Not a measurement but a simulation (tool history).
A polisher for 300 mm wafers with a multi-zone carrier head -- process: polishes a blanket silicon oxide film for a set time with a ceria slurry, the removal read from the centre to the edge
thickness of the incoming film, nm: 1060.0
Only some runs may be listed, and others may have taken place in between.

| run | day | flow of slurry (ml/min) | pressure of the head's centre zone | pressure of the head's middle zone | pressure of the head's edge zone | polishing time (s) | film removed at the wafer's centre (Å) | film removed at mid-radius (Å) | film removed at the wafer's edge (Å) |
|---|---|---|---|---|---|---|---|---|---|
| 1 | 0.000 | 150 | 1.00 | 1.00 | 1.00 | 30 | 1033.20 | 966.89 | 969.55 |
| 2 | 0.350 | 145 | 1.02 | 0.97 | 0.96 | 27 | 926.99 | 848.17 | 866.84 |
| 3 | 0.408 | 145 | 0.96 | 0.97 | 0.96 | 27 | 862.81 | 853.43 | 893.95 |
| 4 | 0.621 | 145 | 0.96 | 0.97 | 1.00 | 27 | 888.43 | 863.73 | 896.73 |
| 5 | 0.725 | 145 | 0.96 | 0.97 | 1.07 | 27 | 897.34 | 855.68 | 881.55 |
| 6 | 0.888 | 140 | 1.00 | 0.96 | 1.08 | 24 | 807.02 | 745.92 | 801.80 |
| 7 | 1.112 | 145 | 1.06 | 0.98 | 1.08 | 22 | 792.00 | 701.67 | 724.36 |
| 8 | 1.246 | 140 | 1.09 | 0.98 | 1.08 | 21 | 777.94 | 662.55 | 712.74 |

Run 9 is up next; what results do you expect?
| 9 | 1.267 | 140 | 1.09 | 0.98 | 1.08 | 21 | ? | ? | ? |

Logged for run 9: film removed at the wafer's centre (Å) 765.69, film removed at mid-radius (Å) 665.23, film removed at the wafer's edge (Å) 703.91.
